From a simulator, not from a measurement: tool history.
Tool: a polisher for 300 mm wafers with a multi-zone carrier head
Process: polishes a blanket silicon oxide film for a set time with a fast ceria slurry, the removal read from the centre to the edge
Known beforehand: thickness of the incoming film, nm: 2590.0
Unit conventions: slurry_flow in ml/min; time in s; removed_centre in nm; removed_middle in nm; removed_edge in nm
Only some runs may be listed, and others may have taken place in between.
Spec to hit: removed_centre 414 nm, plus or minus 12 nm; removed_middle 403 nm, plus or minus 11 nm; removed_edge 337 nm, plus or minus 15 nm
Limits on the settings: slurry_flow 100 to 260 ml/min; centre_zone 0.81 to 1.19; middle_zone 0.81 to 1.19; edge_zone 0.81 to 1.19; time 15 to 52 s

run,hour,slurry_flow,centre_zone,middle_zone,edge_zone,time,removed_centre,removed_middle,removed_edge
1,0,165,1,1,1,33,387.3,434.31,412.72
2,7.4,165,1,1,0.94,33,386.43,442.32,402.44
3,13.4,165,1.07,1,0.94,33,413.24,435.38,401.09
4,20.6,165,1.07,1,0.94,26,322.81,350.07,312.81
5,22.5,165,1.04,1,0.94,26,315.75,341.34,310.68
6,28.5,185,1.08,1.01,0.93,26,338.38,351.11,316.77
7,31.2,200,1.11,1.04,0.93,26,351.67,368.49,315.78
8,40.2,210,1.13,1.05,0.94,26,359.62,369.39,325.29
9,48.9,220,1.15,1.06,0.92,26,363.89,381.12,313.32
10,51.1,230,1.16,1.05,0.92,27,386.27,389.59,333.68
11,53.7,235,1.17,1.05,0.91,27,393.95,391.69,332.41
12,54.4,240,1.18,1.05,0.9,27,394.9,390.86,331.38

Of the 5 settings listed for the next run, only one would bring every result within its allowed miss of target. Which one?
A,55.1,175,1.06,0.93,0.87,30,?,?,?
B,55.1,235,1.17,0.99,0.92,29,?,?,?
C,55.1,200,1.17,1.02,0.82,29,?,?,?
D,55.1,230,1.14,1.04,0.91,27,?,?,?
E,55.1,260,1.19,1,0.91,27,?,?,?

move,removed_centre,removed_middle,removed_edge
A,379.89,375.41,353.56
B,424.53,397.65,360.8
C,415.01,399.59,337.21
D,384.01,385.05,333.36
E,407.31,377.66,337.1
A: moves away from the targets compared with the last run
B: brings the last run's worst result on target, with another outside its allowed miss
C: hits every target within its allowed miss
D: moves away from the targets compared with the last run
E: brings the last run's worst result on target, with another outside its allowed miss
Move C is the one to make.

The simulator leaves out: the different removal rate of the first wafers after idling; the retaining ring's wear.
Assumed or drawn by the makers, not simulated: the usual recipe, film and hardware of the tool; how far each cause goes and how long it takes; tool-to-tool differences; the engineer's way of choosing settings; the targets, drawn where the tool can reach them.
